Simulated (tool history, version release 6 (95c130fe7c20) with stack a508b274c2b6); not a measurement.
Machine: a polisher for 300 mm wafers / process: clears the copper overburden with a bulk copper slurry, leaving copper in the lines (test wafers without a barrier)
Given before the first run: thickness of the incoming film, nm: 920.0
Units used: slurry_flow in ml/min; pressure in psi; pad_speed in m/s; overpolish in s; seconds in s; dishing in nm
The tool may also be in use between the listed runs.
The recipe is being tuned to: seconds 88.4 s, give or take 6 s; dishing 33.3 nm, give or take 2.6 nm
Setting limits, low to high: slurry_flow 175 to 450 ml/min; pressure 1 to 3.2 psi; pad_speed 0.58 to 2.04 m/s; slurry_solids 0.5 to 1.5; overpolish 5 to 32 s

| run | hour | slurry_flow | pressure | pad_speed | slurry_solids | overpolish | seconds | dishing |
|---|---|---|---|---|---|---|---|---|
| 1 | 0 | 290 | 2.1 | 1.3 | 1 | 16 | 125.92 | 30.572 |
| 2 | 5.5 | 290 | 2.1 | 1.3 | 1.15 | 16 | 123.29 | 32.014 |
| 3 | 10.8 | 290 | 2.1 | 1.3 | 1.05 | 16 | 123.82 | 31.146 |
| 4 | 18.6 | 290 | 1.7 | 1.3 | 1.05 | 16 | 154.01 | 29.979 |
| 5 | 22.1 | 290 | 1.7 | 1.3 | 1.05 | 10 | 153.95 | 25.26 |
| 6 | 27.5 | 290 | 1.9 | 1.32 | 1.05 | 11 | 139 | 27.059 |
| 7 | 32.7 | 290 | 2 | 1.34 | 1.05 | 12 | 125.3 | 28.359 |
| 8 | 34.2 | 290 | 2.1 | 1.34 | 1.05 | 12 | 122.6 | 30.283 |
| 9 | 36.1 | 290 | 2.2 | 1.36 | 1.05 | 11 | 112.08 | 28.49 |
| 10 | 40.5 | 290 | 2.3 | 1.36 | 1.05 | 12 | 112.06 | 30.432 |
| 11 | 44.2 | 290 | 2.4 | 1.38 | 1.05 | 12 | 104.56 | 31.421 |
| 12 | 45.7 | 290 | 2.5 | 1.38 | 1.05 | 12 | 98.86 | 32.376 |
| 13 | 48.2 | 290 | 2.6 | 1.4 | 1.05 | 11 | 96.565 | 30.889 |

Next run, 5 choices. One meets every target within its allowed miss, the rest don't. Which?
| A | 50.7 | 300 | 2.4 | 1.26 | 1.05 | 26 | ? | ? |
| B | 50.7 | 280 | 2.5 | 1.42 | 0.9 | 8 | ? | ? |
| C | 50.7 | 260 | 2.6 | 1.6 | 1 | 13 | ? | ? |
| D | 50.7 | 305 | 2.5 | 1.4 | 1.05 | 11 | ? | ? |
| E | 50.7 | 320 | 2.5 | 1.36 | 0.95 | 11 | ? | ? |

| move | seconds | dishing |
|---|---|---|
| A | 114.38 | 33.091 |
| B | 102.02 | 26.915 |
| C | 86.741 | 32.225 |
| D | 99.496 | 30.151 |
| E | 103.76 | 29.813 |
A: its largest miss is bigger than the last run's
B: its largest miss is bigger than the last run's
C: meets every target
D: its largest miss is bigger than the last run's
E: its largest miss is bigger than the last run's
So the answer is move C, the one that meets all the targets.
